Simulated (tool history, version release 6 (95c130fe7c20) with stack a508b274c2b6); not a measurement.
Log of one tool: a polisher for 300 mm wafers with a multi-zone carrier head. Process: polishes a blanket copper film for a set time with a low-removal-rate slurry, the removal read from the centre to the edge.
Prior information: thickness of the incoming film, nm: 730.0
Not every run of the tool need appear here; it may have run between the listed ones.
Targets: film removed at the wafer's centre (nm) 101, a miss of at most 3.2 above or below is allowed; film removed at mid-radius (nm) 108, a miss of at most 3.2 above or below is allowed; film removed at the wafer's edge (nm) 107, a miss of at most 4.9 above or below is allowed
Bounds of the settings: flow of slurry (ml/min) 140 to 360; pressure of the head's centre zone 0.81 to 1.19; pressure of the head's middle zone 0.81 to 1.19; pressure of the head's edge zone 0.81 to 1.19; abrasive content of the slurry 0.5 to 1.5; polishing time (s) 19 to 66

| run | hour | flow of slurry (ml/min) | pressure of the head's centre zone | pressure of the head's middle zone | pressure of the head's edge zone | abrasive content of the slurry | polishing time (s) | film removed at the wafer's centre (nm) | film removed at mid-radius (nm) | film removed at the wafer's edge (nm) |
|---|---|---|---|---|---|---|---|---|---|---|
| 1 | 0 | 230 | 1 | 1 | 1 | 1 | 42 | 172.75 | 169.44 | 175.84 |
| 2 | 4 | 230 | 1 | 1 | 1 | 1 | 48 | 195.79 | 194.56 | 194.99 |
| 3 | 11.6 | 230 | 1 | 1.08 | 1 | 1 | 48 | 201.61 | 208.84 | 196.32 |
| 4 | 16.7 | 220 | 0.97 | 1.05 | 0.95 | 0.85 | 41 | 154.44 | 166.44 | 158.95 |
| 5 | 24.2 | 220 | 0.97 | 1.05 | 0.95 | 0.85 | 35 | 133.66 | 141.36 | 135.36 |
| 6 | 30.1 | 220 | 0.96 | 1.03 | 0.92 | 0.75 | 33 | 123.2 | 127.74 | 121.43 |
| 7 | 38.9 | 210 | 0.92 | 0.99 | 0.89 | 0.7 | 33 | 115.74 | 120.85 | 117.51 |
| 8 | 40.2 | 180 | 0.84 | 0.93 | 0.82 | 0.5 | 32 | 93.131 | 102.14 | 102.9 |
| 9 | 44.6 | 195 | 0.85 | 0.94 | 0.83 | 0.5 | 32 | 95.132 | 104.74 | 100.57 |
| 10 | 46 | 180 | 0.87 | 0.93 | 0.86 | 0.7 | 33 | 105.52 | 112.82 | 115.1 |
| 11 | 54.2 | 185 | 0.87 | 0.93 | 0.85 | 0.65 | 33 | 103.35 | 111.77 | 111.27 |
| 12 | 55 | 185 | 0.87 | 0.92 | 0.84 | 0.65 | 33 | 105.35 | 109.77 | 113.78 |

Pick the move, out of 4, that brings all results within their allowed miss; only one does.
| A | 55.8 | 265 | 0.9 | 1.04 | 0.81 | 0.5 | 31 | ? | ? | ? |
| B | 55.8 | 155 | 0.89 | 0.95 | 0.83 | 0.8 | 31 | ? | ? | ? |
| C | 55.8 | 205 | 0.83 | 0.81 | 0.84 | 0.8 | 35 | ? | ? | ? |
| D | 55.8 | 220 | 0.91 | 0.87 | 0.82 | 0.65 | 33 | ? | ? | ? |

| move | film removed at the wafer's centre (nm) | film removed at mid-radius (nm) | film removed at the wafer's edge (nm) |
|---|---|---|---|
| A | 101.08 | 115.52 | 101.32 |
| B | 99.631 | 107.85 | 105.73 |
| C | 111.14 | 112.59 | 124.98 |
| D | 111.51 | 108.94 | 112.49 |
A: the result that was furthest off in the last run now lies on the other side of its target
B: every result within its allowed miss
C: moves away from the targets compared with the last run
D: moves away from the targets compared with the last run
Move B is the one to make.

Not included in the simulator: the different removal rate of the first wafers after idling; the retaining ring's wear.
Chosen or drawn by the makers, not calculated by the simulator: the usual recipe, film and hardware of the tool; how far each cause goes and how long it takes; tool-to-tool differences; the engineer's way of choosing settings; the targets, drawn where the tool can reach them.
